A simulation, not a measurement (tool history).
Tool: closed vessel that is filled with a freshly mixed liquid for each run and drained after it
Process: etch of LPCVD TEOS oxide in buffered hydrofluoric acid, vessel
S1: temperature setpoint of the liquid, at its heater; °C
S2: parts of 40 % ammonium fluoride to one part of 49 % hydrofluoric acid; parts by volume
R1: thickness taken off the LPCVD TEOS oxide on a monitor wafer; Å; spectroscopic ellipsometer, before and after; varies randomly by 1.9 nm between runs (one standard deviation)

run 1 hour=0 | S1=23 S2=10.5 time_in_the_liquid_(s)=30 | R1=1244.6
run 2 hour=6.4 | S1=25 S2=10.5 time_in_the_liquid_(s)=30 | R1=1392.8
run 3 hour=9.8 | S1=26.5 S2=10.5 time_in_the_liquid_(s)=30 | R1=1547.8
run 4 hour=17.7 | S1=26.5 S2=12.5 time_in_the_liquid_(s)=30 | R1=1291.5
run 5 hour=20.5 | S1=27.5 S2=12 time_in_the_liquid_(s)=30 | R1=1407.9
run 6 hour=23.9 | S1=28.5 S2=11.5 time_in_the_liquid_(s)=30 | R1=1555.7

Predict the results of run 7:
run 7 hour=25.8 | S1=29 S2=11 time_in_the_liquid_(s)=30 | R1=?

R1: 1648.2 Å

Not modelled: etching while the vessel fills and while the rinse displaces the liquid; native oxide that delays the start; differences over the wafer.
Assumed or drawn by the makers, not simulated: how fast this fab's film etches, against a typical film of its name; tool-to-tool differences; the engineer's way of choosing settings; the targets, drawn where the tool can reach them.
